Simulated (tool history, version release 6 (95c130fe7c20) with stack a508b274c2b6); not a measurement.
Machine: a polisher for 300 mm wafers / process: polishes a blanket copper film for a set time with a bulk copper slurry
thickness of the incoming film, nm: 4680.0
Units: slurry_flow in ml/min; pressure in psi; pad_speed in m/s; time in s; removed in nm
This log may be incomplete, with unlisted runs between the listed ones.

run 1 hour=0 | slurry_flow=145 pressure=3.4 pad_speed=1.4 slurry_solids=1 time=102 | removed=1778.4
run 2 hour=4.3 | slurry_flow=140 pressure=3 pad_speed=1.34 slurry_solids=1 time=102 | removed=1493.9
run 3 hour=5.7 | slurry_flow=140 pressure=3.8 pad_speed=1.34 slurry_solids=1 time=102 | removed=1897.2
run 4 hour=8.1 | slurry_flow=135 pressure=3.3 pad_speed=1.28 slurry_solids=1 time=102 | removed=1573.8
run 5 hour=14.3 | slurry_flow=100 pressure=3.3 pad_speed=1.28 slurry_solids=1 time=102 | removed=1447.7
run 6 hour=18.2 | slurry_flow=100 pressure=2.9 pad_speed=1.26 slurry_solids=1 time=102 | removed=1249.8
-- hour=26.9 head pressure recalibrated
run 7 hour=26.9 | slurry_flow=95 pressure=1.9 pad_speed=1.22 slurry_solids=1 time=102 | removed=875.36
run 8 hour=35.7 | slurry_flow=90 pressure=1.5 pad_speed=1.22 slurry_solids=1 time=102 | removed=678.97
run 9 hour=40.4 | slurry_flow=100 pressure=1.5 pad_speed=1.22 slurry_solids=1 time=102 | removed=707.28
run 10 hour=41 | slurry_flow=105 pressure=1.5 pad_speed=1.22 slurry_solids=1 time=102 | removed=730.55

Predict the results of run 11:
run 11 hour=44.5 | slurry_flow=110 pressure=1.5 pad_speed=1.22 slurry_solids=1 time=102 | removed=?

removed: 725.43 nm

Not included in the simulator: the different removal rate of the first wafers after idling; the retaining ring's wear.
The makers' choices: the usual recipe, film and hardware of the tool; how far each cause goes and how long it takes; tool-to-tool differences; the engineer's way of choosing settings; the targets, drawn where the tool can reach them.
